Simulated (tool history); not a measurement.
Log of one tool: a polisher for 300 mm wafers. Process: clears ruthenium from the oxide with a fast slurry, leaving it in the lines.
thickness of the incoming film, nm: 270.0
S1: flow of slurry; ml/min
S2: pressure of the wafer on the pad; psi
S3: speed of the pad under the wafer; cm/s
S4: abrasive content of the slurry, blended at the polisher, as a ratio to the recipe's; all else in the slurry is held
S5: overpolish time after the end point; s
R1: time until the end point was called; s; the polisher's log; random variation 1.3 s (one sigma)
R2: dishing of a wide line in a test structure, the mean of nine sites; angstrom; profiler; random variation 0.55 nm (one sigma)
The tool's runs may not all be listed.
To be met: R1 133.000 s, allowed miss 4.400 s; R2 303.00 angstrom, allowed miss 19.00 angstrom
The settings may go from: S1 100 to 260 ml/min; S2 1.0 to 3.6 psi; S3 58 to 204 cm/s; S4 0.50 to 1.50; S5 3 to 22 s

run,hour,S1,S2,S3,S4,S5,R1,R2
1,0.0,165,2.3,130,1.00,11,58.901,404.49
2,9.0,165,2.3,130,0.90,11,62.520,381.99
3,9.9,185,2.3,130,0.90,11,61.977,384.76
4,14.3,215,2.3,130,0.90,11,60.665,399.60
5,22.4,215,2.3,118,0.90,11,66.492,366.63
6,24.1,190,2.3,118,0.90,11,66.007,362.21
7,29.6,190,2.3,118,0.90,11,67.325,361.95
8,31.1,190,1.9,114,0.90,12,79.982,331.34
# hour 34.4: slurry blender recalibrated
9,34.4,190,1.6,108,0.90,13,89.089,325.21
10,38.1,150,1.0,72,0.90,17,181.820,211.77
11,43.7,175,1.1,72,0.90,17,165.410,233.94
12,51.5,195,1.2,72,0.90,17,154.940,244.99
13,53.2,205,1.3,72,0.90,17,145.920,266.68
14,55.2,215,1.3,72,0.90,17,146.620,261.15

Which of these 4 next moves meets every target?
A,57.2,240,1.6,76,0.80,14,?,?
B,57.2,210,1.0,136,0.50,18,?,?
C,57.2,200,1.2,78,0.85,18,?,?
D,57.2,215,1.3,76,0.85,19,?,?

move,R1,R2
A,125.350,258.43
B,134.380,306.64
C,150.600,275.53
D,144.060,302.23
A: takes the result that was furthest off past its target
B: meets every target
C: further off than the last run
D: nearer than the last run, and not there yet
Move B is the one to make.
